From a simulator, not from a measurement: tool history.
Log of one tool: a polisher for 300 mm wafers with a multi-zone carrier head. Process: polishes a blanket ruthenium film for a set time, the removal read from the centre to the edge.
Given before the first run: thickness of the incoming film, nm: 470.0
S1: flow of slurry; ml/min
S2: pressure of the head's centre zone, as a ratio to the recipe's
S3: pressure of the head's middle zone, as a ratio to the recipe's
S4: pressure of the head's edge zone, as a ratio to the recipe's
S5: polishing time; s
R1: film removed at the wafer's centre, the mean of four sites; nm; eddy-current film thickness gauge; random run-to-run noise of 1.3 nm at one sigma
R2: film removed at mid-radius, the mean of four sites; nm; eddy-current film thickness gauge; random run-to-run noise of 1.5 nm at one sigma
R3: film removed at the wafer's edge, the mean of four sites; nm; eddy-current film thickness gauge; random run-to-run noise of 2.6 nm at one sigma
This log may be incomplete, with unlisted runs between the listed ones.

run	hour	S1	S2	S3	S4	S5	R1	R2	R3
1	0.0	165	1.00	1.00	1.00	85	157.39	160.41	163.22
2	3.1	140	1.00	1.00	1.00	85	151.53	152.93	154.89
3	9.7	175	1.02	1.02	1.04	86	163.16	166.62	165.89
4	15.9	155	1.02	1.02	1.04	86	159.66	162.74	163.07
5	18.0	155	1.02	1.02	1.04	94	172.94	175.57	176.92
6	26.6	140	1.02	1.02	1.04	94	166.85	173.75	174.64

For run 7, what comes out?
7	31.8	165	1.02	1.02	1.06	95	?	?	?

For run 7 the tool returned R1 178.65 nm, R2 183.90 nm, R3 183.27 nm.

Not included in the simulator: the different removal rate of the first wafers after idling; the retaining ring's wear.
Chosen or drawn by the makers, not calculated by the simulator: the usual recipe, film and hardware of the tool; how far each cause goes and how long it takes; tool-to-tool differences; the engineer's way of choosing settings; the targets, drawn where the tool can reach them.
